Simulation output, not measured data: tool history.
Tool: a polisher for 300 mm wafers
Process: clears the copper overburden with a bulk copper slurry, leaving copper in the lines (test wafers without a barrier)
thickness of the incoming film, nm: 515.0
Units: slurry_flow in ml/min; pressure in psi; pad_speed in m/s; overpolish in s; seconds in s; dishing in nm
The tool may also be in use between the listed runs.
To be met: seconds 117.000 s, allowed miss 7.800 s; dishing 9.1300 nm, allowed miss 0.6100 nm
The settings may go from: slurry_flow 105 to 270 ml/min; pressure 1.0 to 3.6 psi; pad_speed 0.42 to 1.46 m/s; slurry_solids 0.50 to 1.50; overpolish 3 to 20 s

run    day  slurry_flow  pressure  pad_speed  slurry_solids  overpolish  seconds  dishing
  1  0.000          175       2.3       0.94           1.00          10   79.206  32.0260
  2  0.275          175       1.9       0.92           1.00           8   97.872  23.6990
  3  0.529          215       1.9       0.92           1.00           8   97.127  24.5070
  4  0.775          235       1.9       0.92           1.00           8   92.322  24.7460
  5  1.029          245       1.6       0.90           1.05           6  111.930  16.9660
  6  1.125          245       1.6       0.90           1.20           6  111.900  17.4160
  7  1.375          255       1.4       0.94           1.30           5  116.500  14.4350
  8  1.621          260       1.3       0.98           1.35           4  116.300  11.5250
  9  1.975          260       1.2       1.02           1.35           4  121.200  10.7980
 10  2.133          260       1.2       1.06           1.35           4  119.320  11.4520
 11  2.412          260       1.2       1.06           1.35           4  119.040  11.2630
 12  2.571          265       1.1       1.12           1.40           4  121.720  11.2450
 13  2.700          265       1.1       1.14           1.45           4  118.340  11.5740
 14  2.800          265       1.1       1.14           1.35           4  123.550  11.1380
 15  3.075          265       1.1       1.16           1.40           4  116.060  11.4100
 16  3.192          265       1.1       1.16           1.45           4  115.970  11.4080
 17  3.371          270       1.0       1.16           1.50           3  122.600   7.9761
 18  3.512          265       1.0       1.16           1.50           3  126.190   8.1525

Which of these 5 next moves meets every target?
  A  3.654          230       1.1       0.98           1.45           4        ?        ?
  B  3.654          255       1.2       0.88           1.50           3        ?        ?
  C  3.654          270       1.6       0.92           1.50           3        ?        ?
  D  3.654          265       1.0       1.28           1.50           3        ?        ?
  E  3.654          240       1.0       1.12           1.35           3        ?        ?

move  seconds  dishing
   A  138.450   9.7961
   B  139.250   7.5273
   C  100.930  10.1210
   D  114.360   8.9696
   E  134.300   7.7567
A: takes the result that was furthest off past its target
B: further off than the last run
C: takes the result that was furthest off past its target
D: meets every target
E: further off than the last run
Answer: D
